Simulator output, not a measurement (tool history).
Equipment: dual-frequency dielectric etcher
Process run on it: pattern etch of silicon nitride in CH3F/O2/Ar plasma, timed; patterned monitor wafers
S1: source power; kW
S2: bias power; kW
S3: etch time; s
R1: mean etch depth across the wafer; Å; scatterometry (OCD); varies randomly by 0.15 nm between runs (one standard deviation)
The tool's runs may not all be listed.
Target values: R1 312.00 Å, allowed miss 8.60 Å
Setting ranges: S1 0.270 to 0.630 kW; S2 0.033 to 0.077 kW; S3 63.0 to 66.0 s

Run 1, day 0.000: S1 0.450 kW, S2 0.055 kW, S3 63.0 s. Result: R1 373.85 Å.
Run 2, day 0.325: S1 0.450 kW, S2 0.047 kW, S3 63.0 s. Result: R1 359.76 Å.
Run 3, day 0.679: S1 0.420 kW, S2 0.047 kW, S3 63.0 s. Result: R1 344.65 Å.
Run 4, day 0.892: S1 0.400 kW, S2 0.046 kW, S3 63.0 s. Result: R1 331.58 Å.
Run 5, day 1.104: S1 0.390 kW, S2 0.046 kW, S3 63.0 s. Result: R1 324.66 Å.
Run 6, day 1.158: S1 0.340 kW, S2 0.046 kW, S3 63.0 s. Result: R1 292.95 Å.
Run 7, day 1.304: S1 0.340 kW, S2 0.046 kW, S3 63.0 s. Result: R1 295.00 Å.
Run 8, day 1.662: S1 0.350 kW, S2 0.046 kW, S3 63.0 s. Result: R1 302.65 Å.

Of the 5 settings listed for the next run, only one would bring every result within its allowed miss of target. Which one?
Run A, day 2.021: S1 0.360 kW, S2 0.045 kW, S3 64.5 s. Result: R1 ?.
Run B, day 2.021: S1 0.370 kW, S2 0.050 kW, S3 66.0 s. Result: R1 ?.
Run C, day 2.021: S1 0.350 kW, S2 0.036 kW, S3 64.5 s. Result: R1 ?.
Run D, day 2.021: S1 0.360 kW, S2 0.060 kW, S3 63.5 s. Result: R1 ?.
Run E, day 2.021: S1 0.390 kW, S2 0.039 kW, S3 65.5 s. Result: R1 ?.

move      R1
   A  310.47
   B  333.01
   C  287.96
   D  330.25
   E  322.33
A: hits every target within its allowed miss
B: pushes the last run's worst result past its target
C: the biggest miss grows against the last run
D: pushes the last run's worst result past its target
E: pushes the last run's worst result past its target
Go with A: it meets all targets.

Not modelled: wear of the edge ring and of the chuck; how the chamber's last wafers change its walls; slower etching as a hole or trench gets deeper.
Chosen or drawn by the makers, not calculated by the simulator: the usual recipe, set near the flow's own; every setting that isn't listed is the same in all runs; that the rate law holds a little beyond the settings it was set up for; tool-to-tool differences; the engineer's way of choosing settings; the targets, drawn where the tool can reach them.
